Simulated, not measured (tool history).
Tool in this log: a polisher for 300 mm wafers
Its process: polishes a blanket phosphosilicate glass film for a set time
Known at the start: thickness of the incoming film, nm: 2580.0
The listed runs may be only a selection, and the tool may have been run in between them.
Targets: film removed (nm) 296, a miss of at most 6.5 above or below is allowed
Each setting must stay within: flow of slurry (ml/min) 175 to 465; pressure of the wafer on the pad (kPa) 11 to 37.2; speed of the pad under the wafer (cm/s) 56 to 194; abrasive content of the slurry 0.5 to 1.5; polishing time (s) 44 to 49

run    day  flow of slurry (ml/min)  pressure of the wafer on the pad (kPa)  speed of the pad under the wafer (cm/s)  abrasive content of the slurry  polishing time (s)  film removed (nm)
  1      0                      295                                    24.1                                      124                               1                  49                624
  2    0.2                      295                                    22.8                                      122                               1                  49             585.65
  3  0.308                      295                                    21.4                                      118                               1                  49             542.21
  4    0.6                      295                                    21.4                                      118                               1                  49             538.96
  5  0.654                      295                                    21.4                                      118                               1                  44             483.29
  6  0.742                      295                                      20                                      118                               1                  44             464.31
  7  1.025                      295                                    19.3                                      118                               1                  44             443.71
  8  1.092                      295                                    18.6                                      118                               1                  44             432.84
  9  1.117                      295                                    17.9                                      118                               1                  44             415.19
 10  1.292                      295                                    17.2                                      118                               1                  44             402.63

Consider the 5 candidate settings below. Which is the only one whose results all fall within their allowed miss of target?
  A  1.467                      250                                    13.1                                      120                            0.85                  44                  ?
  B  1.467                      345                                      20                                      124                             1.2                  49                  ?
  C  1.467                      325                                    12.4                                       98                            1.05                  44                  ?
  D  1.467                      300                                    13.8                                       96                            0.95                  44                  ?
  E  1.467                      305                                    15.9                                       80                            0.95                  44                  ?

move  film removed (nm)
   A             296.71
   B             580.82
   C             276.91
   D             283.61
   E             282.94
A: in spec on every target
B: lands further from the targets than the last run did
C: moves the result that the last run missed by most past its target, out the other side
D: moves the result that the last run missed by most past its target, out the other side
E: moves the result that the last run missed by most past its target, out the other side
Go with A: it meets all targets.
